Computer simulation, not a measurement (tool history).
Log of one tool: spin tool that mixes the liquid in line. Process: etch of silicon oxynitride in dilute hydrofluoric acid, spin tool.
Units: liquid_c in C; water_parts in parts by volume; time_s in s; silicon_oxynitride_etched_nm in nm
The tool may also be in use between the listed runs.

{"run": 1, "hour": 0.0, "liquid_c": 24, "water_parts": 100, "time_s": 325, "silicon_oxynitride_etched_nm": 6.7128}
{"run": 2, "hour": 7.8, "liquid_c": 26.5, "water_parts": 95, "time_s": 325, "silicon_oxynitride_etched_nm": 8.0155}
{"run": 3, "hour": 12.6, "liquid_c": 28, "water_parts": 90, "time_s": 325, "silicon_oxynitride_etched_nm": 9.1222}
{"run": 4, "hour": 19.2, "liquid_c": 29, "water_parts": 85, "time_s": 325, "silicon_oxynitride_etched_nm": 10.108}
{"run": 5, "hour": 21.5, "liquid_c": 30, "water_parts": 85, "time_s": 325, "silicon_oxynitride_etched_nm": 10.574}
{"run": 6, "hour": 24.0, "liquid_c": 30, "water_parts": 85, "time_s": 325, "silicon_oxynitride_etched_nm": 10.71}

Run 7 comes next. What will it give?
{"run": 7, "hour": 32.6, "liquid_c": 30.5, "water_parts": 85, "time_s": 325, "silicon_oxynitride_etched_nm": "?"}

silicon_oxynitride_etched_nm: 10.69 nm
